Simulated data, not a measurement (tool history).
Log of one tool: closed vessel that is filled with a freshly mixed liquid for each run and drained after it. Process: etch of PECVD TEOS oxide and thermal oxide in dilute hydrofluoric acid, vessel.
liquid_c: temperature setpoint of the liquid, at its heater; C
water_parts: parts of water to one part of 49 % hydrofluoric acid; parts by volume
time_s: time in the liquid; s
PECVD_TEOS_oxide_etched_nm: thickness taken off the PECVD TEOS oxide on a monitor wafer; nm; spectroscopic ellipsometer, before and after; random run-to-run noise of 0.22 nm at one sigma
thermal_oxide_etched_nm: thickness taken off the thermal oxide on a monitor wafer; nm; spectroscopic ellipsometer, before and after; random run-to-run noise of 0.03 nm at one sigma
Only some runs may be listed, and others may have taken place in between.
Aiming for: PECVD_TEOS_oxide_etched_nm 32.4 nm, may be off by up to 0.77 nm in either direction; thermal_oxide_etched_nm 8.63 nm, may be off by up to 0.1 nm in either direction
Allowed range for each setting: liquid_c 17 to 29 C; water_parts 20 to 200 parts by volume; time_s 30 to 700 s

{"run": 1, "hour": 0.0, "liquid_c": 21, "water_parts": 110, "time_s": 355, "PECVD_TEOS_oxide_etched_nm": 58.141, "thermal_oxide_etched_nm": 15.301}
{"run": 2, "hour": 6.7, "liquid_c": 21, "water_parts": 75, "time_s": 355, "PECVD_TEOS_oxide_etched_nm": 88.242, "thermal_oxide_etched_nm": 23.291}
{"run": 3, "hour": 7.6, "liquid_c": 20.5, "water_parts": 85, "time_s": 355, "PECVD_TEOS_oxide_etched_nm": 74.939, "thermal_oxide_etched_nm": 20.037}
{"run": 4, "hour": 8.5, "liquid_c": 18.5, "water_parts": 85, "time_s": 355, "PECVD_TEOS_oxide_etched_nm": 68.747, "thermal_oxide_etched_nm": 18.348}
{"run": 5, "hour": 9.2, "liquid_c": 18.5, "water_parts": 55, "time_s": 355, "PECVD_TEOS_oxide_etched_nm": 109.62, "thermal_oxide_etched_nm": 29.483}
{"run": 6, "hour": 10.6, "liquid_c": 22, "water_parts": 55, "time_s": 355, "PECVD_TEOS_oxide_etched_nm": 126.61, "thermal_oxide_etched_nm": 34.042}
{"run": 7, "hour": 19.3, "liquid_c": 21.5, "water_parts": 65, "time_s": 355, "PECVD_TEOS_oxide_etched_nm": 104.87, "thermal_oxide_etched_nm": 28.012}
{"run": 8, "hour": 27.6, "liquid_c": 21, "water_parts": 75, "time_s": 355, "PECVD_TEOS_oxide_etched_nm": 89.314, "thermal_oxide_etched_nm": 23.31}
{"run": 9, "hour": 33.8, "liquid_c": 20.5, "water_parts": 85, "time_s": 355, "PECVD_TEOS_oxide_etched_nm": 74.597, "thermal_oxide_etched_nm": 19.905}
{"run": 10, "hour": 39.3, "liquid_c": 20, "water_parts": 90, "time_s": 355, "PECVD_TEOS_oxide_etched_nm": 69.266, "thermal_oxide_etched_nm": 18.227}
{"run": 11, "hour": 41.3, "liquid_c": 19.5, "water_parts": 95, "time_s": 355, "PECVD_TEOS_oxide_etched_nm": 63.554, "thermal_oxide_etched_nm": 16.997}
{"run": 12, "hour": 43.1, "liquid_c": 19, "water_parts": 100, "time_s": 355, "PECVD_TEOS_oxide_etched_nm": 58.878, "thermal_oxide_etched_nm": 15.705}
{"run": 13, "hour": 50.6, "liquid_c": 17, "water_parts": 145, "time_s": 355, "PECVD_TEOS_oxide_etched_nm": 35.96, "thermal_oxide_etched_nm": 9.4668}
{"run": 14, "hour": 58.6, "liquid_c": 17, "water_parts": 155, "time_s": 355, "PECVD_TEOS_oxide_etched_nm": 32.945, "thermal_oxide_etched_nm": 8.793}
{"run": 15, "hour": 61.0, "liquid_c": 17, "water_parts": 155, "time_s": 355, "PECVD_TEOS_oxide_etched_nm": 33.103, "thermal_oxide_etched_nm": 8.8373}
{"run": 16, "hour": 63.3, "liquid_c": 17, "water_parts": 155, "time_s": 340, "PECVD_TEOS_oxide_etched_nm": 31.639, "thermal_oxide_etched_nm": 8.4348}

4 next moves are on the table. One of them brings every result within its allowed miss. Which?
{"run": "A", "hour": 65.6, "liquid_c": 17, "water_parts": 105, "time_s": 215, "PECVD_TEOS_oxide_etched_nm": "?", "thermal_oxide_etched_nm": "?"}
{"run": "B", "hour": 65.6, "liquid_c": 20, "water_parts": 145, "time_s": 285, "PECVD_TEOS_oxide_etched_nm": "?", "thermal_oxide_etched_nm": "?"}
{"run": "C", "hour": 65.6, "liquid_c": 17, "water_parts": 145, "time_s": 305, "PECVD_TEOS_oxide_etched_nm": "?", "thermal_oxide_etched_nm": "?"}
{"run": "D", "hour": 65.6, "liquid_c": 17, "water_parts": 125, "time_s": 260, "PECVD_TEOS_oxide_etched_nm": "?", "thermal_oxide_etched_nm": "?"}

move=A PECVD_TEOS_oxide_etched_nm=31.094 thermal_oxide_etched_nm=8.2983
move=B PECVD_TEOS_oxide_etched_nm=32.379 thermal_oxide_etched_nm=8.6413
move=C PECVD_TEOS_oxide_etched_nm=30.686 thermal_oxide_etched_nm=8.1894
move=D PECVD_TEOS_oxide_etched_nm=30.95 thermal_oxide_etched_nm=8.2598
A: its largest miss is bigger than the last run's
B: all results in spec
C: its largest miss is bigger than the last run's
D: its largest miss is bigger than the last run's
So the answer is move B, the one that meets all the targets.
